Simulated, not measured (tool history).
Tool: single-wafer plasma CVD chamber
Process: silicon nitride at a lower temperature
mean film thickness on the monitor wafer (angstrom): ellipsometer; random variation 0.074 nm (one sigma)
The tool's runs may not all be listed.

run  hour  heater temperature setpoint (K)  chamber pressure (Pa)  RF power (kW)  deposition time (s)  mean film thickness on the monitor wafer (angstrom)
  1     0                           613.15                    164           0.39                 15.4                                               191.71
  2   6.9                           613.15                    164           0.43                 15.4                                               204.54
  3  14.1                           613.15                    164           0.38                 15.4                                               187.65
  4    16                           613.15                    164           0.38                 15.4                                               187.58
  5    22                           613.15                    137           0.38                 15.4                                               175.21
  6  29.9                           613.15                    127          0.365                 15.4                                               160.74
  7  35.1                           613.15                    119          0.365                 15.4                                               158.15
  8  39.5                           613.15                    113           0.36                 15.4                                               151.55
  9  47.8                           613.15                     99           0.36                 15.4                                               138.39

The next listed run, before its measurement:
 10  50.7                           613.15                    101           0.36                 15.4                                                    ?

mean film thickness on the monitor wafer (angstrom): 141.05
